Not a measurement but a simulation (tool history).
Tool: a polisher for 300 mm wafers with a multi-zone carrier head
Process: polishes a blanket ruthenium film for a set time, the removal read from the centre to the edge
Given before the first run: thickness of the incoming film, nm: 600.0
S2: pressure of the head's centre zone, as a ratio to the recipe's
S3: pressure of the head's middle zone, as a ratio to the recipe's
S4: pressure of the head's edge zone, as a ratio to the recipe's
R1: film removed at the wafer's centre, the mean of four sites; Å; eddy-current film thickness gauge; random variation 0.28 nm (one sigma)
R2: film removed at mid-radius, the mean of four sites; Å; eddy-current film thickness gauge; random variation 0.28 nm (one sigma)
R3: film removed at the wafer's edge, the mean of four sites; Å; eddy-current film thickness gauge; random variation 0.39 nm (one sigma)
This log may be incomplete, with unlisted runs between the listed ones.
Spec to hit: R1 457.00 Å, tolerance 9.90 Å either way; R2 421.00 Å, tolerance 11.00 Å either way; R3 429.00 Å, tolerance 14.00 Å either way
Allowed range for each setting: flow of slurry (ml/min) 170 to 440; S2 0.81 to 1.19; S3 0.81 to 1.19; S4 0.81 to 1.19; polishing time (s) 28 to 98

{"run": 1, "hour": 0.0, "flow of slurry (ml/min)": 280, "S2": 1.0, "S3": 1.0, "S4": 1.0, "polishing time (s)": 63, "R1": 561.27, "R2": 563.0, "R3": 555.32}
{"run": 2, "hour": 6.0, "flow of slurry (ml/min)": 275, "S2": 0.99, "S3": 0.97, "S4": 0.96, "polishing time (s)": 60, "R1": 528.11, "R2": 533.54, "R3": 529.98}
{"run": 3, "hour": 9.7, "flow of slurry (ml/min)": 275, "S2": 0.91, "S3": 0.97, "S4": 0.96, "polishing time (s)": 60, "R1": 487.2, "R2": 535.15, "R3": 518.1}
{"run": 4, "hour": 11.1, "flow of slurry (ml/min)": 225, "S2": 0.91, "S3": 0.97, "S4": 0.96, "polishing time (s)": 60, "R1": 483.74, "R2": 526.38, "R3": 525.66}
{"run": 5, "hour": 13.4, "flow of slurry (ml/min)": 250, "S2": 0.91, "S3": 0.97, "S4": 0.96, "polishing time (s)": 60, "R1": 485.67, "R2": 536.03, "R3": 524.06}
{"run": 6, "hour": 21.1, "flow of slurry (ml/min)": 250, "S2": 0.91, "S3": 0.97, "S4": 0.96, "polishing time (s)": 71, "R1": 572.35, "R2": 632.74, "R3": 618.44}
{"run": 7, "hour": 29.2, "flow of slurry (ml/min)": 250, "S2": 0.91, "S3": 0.97, "S4": 0.96, "polishing time (s)": 71, "R1": 573.23, "R2": 627.73, "R3": 615.4}
{"run": 8, "hour": 31.0, "flow of slurry (ml/min)": 265, "S2": 0.94, "S3": 0.94, "S4": 0.93, "polishing time (s)": 65, "R1": 542.78, "R2": 573.67, "R3": 562.07}
{"run": 9, "hour": 32.5, "flow of slurry (ml/min)": 280, "S2": 0.96, "S3": 0.93, "S4": 0.93, "polishing time (s)": 60, "R1": 515.15, "R2": 524.89, "R3": 513.95}
{"run": 10, "hour": 41.3, "flow of slurry (ml/min)": 285, "S2": 0.97, "S3": 0.91, "S4": 0.92, "polishing time (s)": 57, "R1": 489.07, "R2": 493.73, "R3": 495.46}
{"run": 11, "hour": 44.0, "flow of slurry (ml/min)": 295, "S2": 0.99, "S3": 0.89, "S4": 0.9, "polishing time (s)": 55, "R1": 479.75, "R2": 475.23, "R3": 469.77}
{"run": 12, "hour": 49.8, "flow of slurry (ml/min)": 290, "S2": 1.0, "S3": 0.87, "S4": 0.89, "polishing time (s)": 54, "R1": 479.91, "R2": 459.62, "R3": 454.38}
{"run": 13, "hour": 54.2, "flow of slurry (ml/min)": 280, "S2": 1.0, "S3": 0.86, "S4": 0.89, "polishing time (s)": 54, "R1": 486.42, "R2": 453.89, "R3": 459.35}
{"run": 14, "hour": 56.0, "flow of slurry (ml/min)": 270, "S2": 0.99, "S3": 0.85, "S4": 0.88, "polishing time (s)": 53, "R1": 466.12, "R2": 439.62, "R3": 443.71}
{"run": 15, "hour": 61.8, "flow of slurry (ml/min)": 260, "S2": 0.99, "S3": 0.84, "S4": 0.87, "polishing time (s)": 53, "R1": 466.75, "R2": 441.94, "R3": 444.09}
{"run": 16, "hour": 67.0, "flow of slurry (ml/min)": 260, "S2": 0.99, "S3": 0.83, "S4": 0.87, "polishing time (s)": 53, "R1": 463.81, "R2": 441.52, "R3": 439.25}

Which of these 5 next moves meets every target?
{"run": "A", "hour": 72.2, "flow of slurry (ml/min)": 180, "S2": 0.88, "S3": 0.82, "S4": 0.84, "polishing time (s)": 57, "R1": "?", "R2": "?", "R3": "?"}
{"run": "B", "hour": 72.2, "flow of slurry (ml/min)": 210, "S2": 0.96, "S3": 0.81, "S4": 0.91, "polishing time (s)": 55, "R1": "?", "R2": "?", "R3": "?"}
{"run": "C", "hour": 72.2, "flow of slurry (ml/min)": 340, "S2": 1.01, "S3": 0.84, "S4": 0.89, "polishing time (s)": 50, "R1": "?", "R2": "?", "R3": "?"}
{"run": "D", "hour": 72.2, "flow of slurry (ml/min)": 255, "S2": 0.91, "S3": 0.84, "S4": 0.9, "polishing time (s)": 54, "R1": "?", "R2": "?", "R3": "?"}
{"run": "E", "hour": 72.2, "flow of slurry (ml/min)": 240, "S2": 0.96, "S3": 0.85, "S4": 0.89, "polishing time (s)": 51, "R1": "?", "R2": "?", "R3": "?"}

move=A R1=431.99 R2=458.58 R3=456.86
move=B R1=460.13 R2=444.13 R3=460.59
move=C R1=455.33 R2=423.41 R3=424.07
move=D R1=434.07 R2=449.42 R3=454.10
move=E R1=430.83 R2=425.13 R3=425.40
A: further off than the last run
B: further off than the last run
C: each result inside its tolerance
D: further off than the last run
E: the worst result of the last run now meets its target, but another is out of spec
The move that meets every target is C.
